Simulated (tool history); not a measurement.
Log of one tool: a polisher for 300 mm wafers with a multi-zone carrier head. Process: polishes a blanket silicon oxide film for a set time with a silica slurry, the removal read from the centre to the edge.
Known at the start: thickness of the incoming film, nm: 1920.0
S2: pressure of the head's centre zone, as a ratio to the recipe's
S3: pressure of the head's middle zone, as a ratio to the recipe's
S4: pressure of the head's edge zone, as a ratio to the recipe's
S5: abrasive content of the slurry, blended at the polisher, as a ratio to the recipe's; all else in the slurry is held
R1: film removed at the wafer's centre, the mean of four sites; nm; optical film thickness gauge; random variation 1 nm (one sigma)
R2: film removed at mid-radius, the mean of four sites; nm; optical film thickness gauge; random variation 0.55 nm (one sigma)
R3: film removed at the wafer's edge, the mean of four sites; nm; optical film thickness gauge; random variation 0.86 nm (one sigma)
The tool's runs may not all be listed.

run 1 hour=0 | flow_of_slurry_(ml/min)=255 S2=1 S3=1 S4=1 S5=1 polishing_time_(s)=38 | R1=104.8 R2=102.43 R3=101.27
run 2 hour=4.6 | flow_of_slurry_(ml/min)=255 S2=1 S3=1 S4=1 S5=1 polishing_time_(s)=34 | R1=90.706 R2=91.215 R3=91.138
run 3 hour=12.6 | flow_of_slurry_(ml/min)=255 S2=1.03 S3=0.98 S4=0.96 S5=0.9 polishing_time_(s)=33 | R1=88.69 R2=82.539 R3=79.363
run 4 hour=21.1 | flow_of_slurry_(ml/min)=250 S2=1.02 S3=0.94 S4=0.95 S5=0.8 polishing_time_(s)=33 | R1=82.597 R2=74.187 R3=76.697
run 5 hour=23 | flow_of_slurry_(ml/min)=250 S2=1.02 S3=0.93 S4=0.93 S5=0.75 polishing_time_(s)=32 | R1=75.38 R2=69.853 R3=71.03
run 6 hour=30.4 | flow_of_slurry_(ml/min)=250 S2=1.03 S3=0.92 S4=0.91 S5=0.7 polishing_time_(s)=32 | R1=74.15 R2=64.563 R3=66.872

The next listed run, before its measurement:
run 7 hour=32.9 | flow_of_slurry_(ml/min)=250 S2=1.03 S3=0.92 S4=0.89 S5=0.7 polishing_time_(s)=32 | R1=? R2=? R3=?

Run 7 gave R1 74.932 nm, R2 66.668 nm, R3 66.31 nm.

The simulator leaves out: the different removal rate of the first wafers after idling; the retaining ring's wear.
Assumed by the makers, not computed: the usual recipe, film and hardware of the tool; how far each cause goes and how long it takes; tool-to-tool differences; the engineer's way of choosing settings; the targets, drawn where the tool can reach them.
